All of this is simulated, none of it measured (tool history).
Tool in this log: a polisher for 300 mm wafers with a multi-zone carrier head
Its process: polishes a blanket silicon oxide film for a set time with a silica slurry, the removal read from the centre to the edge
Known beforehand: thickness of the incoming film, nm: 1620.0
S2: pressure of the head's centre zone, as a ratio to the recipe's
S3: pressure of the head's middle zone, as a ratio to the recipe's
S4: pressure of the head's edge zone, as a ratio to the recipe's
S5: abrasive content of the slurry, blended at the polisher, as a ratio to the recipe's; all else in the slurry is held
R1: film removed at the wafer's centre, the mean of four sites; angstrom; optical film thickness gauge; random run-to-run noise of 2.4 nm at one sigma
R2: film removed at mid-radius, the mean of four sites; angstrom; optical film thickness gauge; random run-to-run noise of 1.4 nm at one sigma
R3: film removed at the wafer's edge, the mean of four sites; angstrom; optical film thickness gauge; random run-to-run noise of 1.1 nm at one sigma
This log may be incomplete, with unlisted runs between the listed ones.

{"run": 1, "hour": 0.0, "flow of slurry (ml/min)": 305, "S2": 1, "S3": 1, "S4": 1, "S5": 1, "polishing time (s)": 45, "R1": 1298.8, "R2": 1263.2, "R3": 1234.8}
{"run": 2, "hour": 4.2, "flow of slurry (ml/min)": 305, "S2": 0.97, "S3": 1, "S4": 1, "S5": 1, "polishing time (s)": 45, "R1": 1233.8, "R2": 1262.5, "R3": 1215.4}
{"run": 3, "hour": 8.3, "flow of slurry (ml/min)": 305, "S2": 0.97, "S3": 1.03, "S4": 1, "S5": 1, "polishing time (s)": 45, "R1": 1247.7, "R2": 1284.9, "R3": 1240.4}
{"run": 4, "hour": 13.4, "flow of slurry (ml/min)": 305, "S2": 0.93, "S3": 1.03, "S4": 1, "S5": 1, "polishing time (s)": 45, "R1": 1194.3, "R2": 1283.1, "R3": 1237.4}
{"run": 5, "hour": 16.3, "flow of slurry (ml/min)": 260, "S2": 0.93, "S3": 1.03, "S4": 1, "S5": 1, "polishing time (s)": 45, "R1": 1178.8, "R2": 1277.6, "R3": 1220.3}
{"run": 6, "hour": 22.1, "flow of slurry (ml/min)": 260, "S2": 0.87, "S3": 1.03, "S4": 1, "S5": 1, "polishing time (s)": 45, "R1": 1132.3, "R2": 1263.1, "R3": 1215.3}
{"run": 7, "hour": 28.5, "flow of slurry (ml/min)": 265, "S2": 0.92, "S3": 1.05, "S4": 1.02, "S5": 1.05, "polishing time (s)": 45, "R1": 1250.7, "R2": 1320.6, "R3": 1254.2}
{"run": 8, "hour": 36.9, "flow of slurry (ml/min)": 275, "S2": 0.91, "S3": 1.07, "S4": 1.04, "S5": 1.1, "polishing time (s)": 45, "R1": 1253.1, "R2": 1356.5, "R3": 1308.1}
{"run": 9, "hour": 38.9, "flow of slurry (ml/min)": 280, "S2": 0.92, "S3": 1.09, "S4": 1.04, "S5": 1.15, "polishing time (s)": 45, "R1": 1282.6, "R2": 1429.5, "R3": 1336.7}
{"run": 10, "hour": 43.0, "flow of slurry (ml/min)": 285, "S2": 0.94, "S3": 1.11, "S4": 1.06, "S5": 1.2, "polishing time (s)": 45, "R1": 1341.8, "R2": 1474.3, "R3": 1356.9}

Predict the results of run 11:
{"run": 11, "hour": 47.8, "flow of slurry (ml/min)": 290, "S2": 0.95, "S3": 1.12, "S4": 1.08, "S5": 1.25, "polishing time (s)": 45, "R1": "?", "R2": "?", "R3": "?"}

{"run 11": {"R1": 1369.1, "R2": 1502.3, "R3": 1385.5}}

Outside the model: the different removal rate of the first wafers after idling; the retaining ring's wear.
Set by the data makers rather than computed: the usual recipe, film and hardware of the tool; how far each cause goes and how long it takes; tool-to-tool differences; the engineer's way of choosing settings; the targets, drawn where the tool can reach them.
